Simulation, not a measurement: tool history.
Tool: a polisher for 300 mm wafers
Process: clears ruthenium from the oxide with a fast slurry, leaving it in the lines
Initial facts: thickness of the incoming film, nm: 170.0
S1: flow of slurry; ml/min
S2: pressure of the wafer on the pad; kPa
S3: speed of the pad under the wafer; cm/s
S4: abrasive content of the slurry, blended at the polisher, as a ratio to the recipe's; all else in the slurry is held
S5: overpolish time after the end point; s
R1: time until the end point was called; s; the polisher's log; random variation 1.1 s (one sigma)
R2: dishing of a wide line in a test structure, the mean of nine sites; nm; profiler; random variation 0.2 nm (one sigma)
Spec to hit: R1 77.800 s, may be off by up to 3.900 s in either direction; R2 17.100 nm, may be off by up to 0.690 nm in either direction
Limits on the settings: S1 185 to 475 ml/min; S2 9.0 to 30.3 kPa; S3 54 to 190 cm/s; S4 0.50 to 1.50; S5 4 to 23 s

run  hour   S1    S2   S3    S4  S5      R1      R2
  1   0.0  305  19.3  122  1.00  12  37.824  43.413
  2   7.5  305  19.3  144  1.00  12  32.459  50.209
  3  13.9  305  22.1  144  1.00  12  27.956  54.764
  4  15.4  305  22.1  144  0.90  12  29.368  52.464
  5  23.2  305  20.0  124  0.90  10  38.118  39.155
  6  27.5  305  17.9  112  0.90   8  45.512  26.698
  7  34.6  300  12.4  100  0.85  10  77.187  21.138
  8  43.6  300  12.4  100  0.85   9  77.979  19.536

Below are 5 possible settings for the next run. Only one of them brings all results inside the allowed miss of their targets. Which is it?
  A  52.6  345  13.1   84  0.80   9   ?   ?
  B  52.6  240  10.3  118  0.70  10   ?   ?
  C  52.6  250  13.1  108  0.65  11   ?   ?
  D  52.6  300  11.7   94  0.85  10   ?   ?
  E  52.6  260  11.7  104  0.90   8   ?   ?

move      R1      R2
   A  90.919  16.797
   B  93.137  18.086
   C  85.065  21.371
   D  88.545  18.932
   E  78.873  17.174
A: puts the biggest miss on target and leaves a different result outside tolerance
B: moves away from the targets compared with the last run
C: moves away from the targets compared with the last run
D: nearer than the last run, and not there yet
E: all results land within tolerance of their targets
Answer: E
